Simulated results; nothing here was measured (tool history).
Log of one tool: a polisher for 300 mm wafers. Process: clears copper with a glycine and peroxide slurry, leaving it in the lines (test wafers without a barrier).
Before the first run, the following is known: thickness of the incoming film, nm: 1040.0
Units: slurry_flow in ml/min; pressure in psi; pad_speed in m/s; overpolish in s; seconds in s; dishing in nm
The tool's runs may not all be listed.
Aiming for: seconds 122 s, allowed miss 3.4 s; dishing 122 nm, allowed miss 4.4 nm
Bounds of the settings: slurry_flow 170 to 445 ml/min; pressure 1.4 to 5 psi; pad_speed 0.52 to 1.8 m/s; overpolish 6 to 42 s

Run 1, hour 0: slurry_flow 285 ml/min, pressure 3.2 psi, pad_speed 1.16 m/s, overpolish 21 s. Result: seconds 114.98 s, dishing 101.88 nm.
Run 2, hour 1: slurry_flow 280 ml/min, pressure 3.2 psi, pad_speed 1.16 m/s, overpolish 23 s. Result: seconds 116.44 s, dishing 109.05 nm.
Run 3, hour 6.5: slurry_flow 280 ml/min, pressure 3.7 psi, pad_speed 1.16 m/s, overpolish 23 s. Result: seconds 102.2 s, dishing 116.46 nm.
Run 4, hour 7.3: slurry_flow 275 ml/min, pressure 3.5 psi, pad_speed 1.16 m/s, overpolish 24 s. Result: seconds 107.18 s, dishing 117.08 nm.
Run 5, hour 13.6: slurry_flow 275 ml/min, pressure 3.5 psi, pad_speed 1.16 m/s, overpolish 16 s. Result: seconds 107.47 s, dishing 88.446 nm.
Run 6, hour 14.4: slurry_flow 275 ml/min, pressure 3.5 psi, pad_speed 0.96 m/s, overpolish 16 s. Result: seconds 127.49 s, dishing 79.173 nm.
Run 7, hour 22.2: slurry_flow 270 ml/min, pressure 3.5 psi, pad_speed 0.96 m/s, overpolish 20 s. Result: seconds 125.61 s, dishing 95.224 nm.
Run 8, hour 24.4: slurry_flow 270 ml/min, pressure 3.5 psi, pad_speed 0.96 m/s, overpolish 20 s. Result: seconds 124.19 s, dishing 94.267 nm.
Run 9, hour 31.1: slurry_flow 270 ml/min, pressure 3.5 psi, pad_speed 0.96 m/s, overpolish 22 s. Result: seconds 125.87 s, dishing 100.53 nm.
Run 10, hour 37.7: slurry_flow 270 ml/min, pressure 3.5 psi, pad_speed 0.96 m/s, overpolish 24 s. Result: seconds 125.47 s, dishing 107.22 nm.
Run 11, hour 46.6: slurry_flow 270 ml/min, pressure 3.5 psi, pad_speed 0.96 m/s, overpolish 25 s. Result: seconds 126.37 s, dishing 108.45 nm.

Pick the move, out of 5, that brings all results within their allowed miss; only one does.
Run A, hour 55.5: slurry_flow 275 ml/min, pressure 3.7 psi, pad_speed 0.9 m/s, overpolish 19 s. Result: seconds ?, dishing ?.
Run B, hour 55.5: slurry_flow 240 ml/min, pressure 3.8 psi, pad_speed 0.86 m/s, overpolish 29 s. Result: seconds ?, dishing ?.
Run C, hour 55.5: slurry_flow 225 ml/min, pressure 3.1 psi, pad_speed 1.06 m/s, overpolish 23 s. Result: seconds ?, dishing ?.
Run D, hour 55.5: slurry_flow 245 ml/min, pressure 3.2 psi, pad_speed 1.1 m/s, overpolish 19 s. Result: seconds ?, dishing ?.
Run E, hour 55.5: slurry_flow 260 ml/min, pressure 3.1 psi, pad_speed 1.14 m/s, overpolish 29 s. Result: seconds ?, dishing ?.

move  seconds  dishing
   A   128.48   89.559
   B   132.27   118.22
   C   134.33    97.81
   D   125.52   89.702
   E   124.43   119.03
A: its largest miss is bigger than the last run's
B: brings the last run's worst result on target, with another outside its allowed miss
C: its largest miss is bigger than the last run's
D: its largest miss is bigger than the last run's
E: all results land within tolerance of their targets
The right move is E.
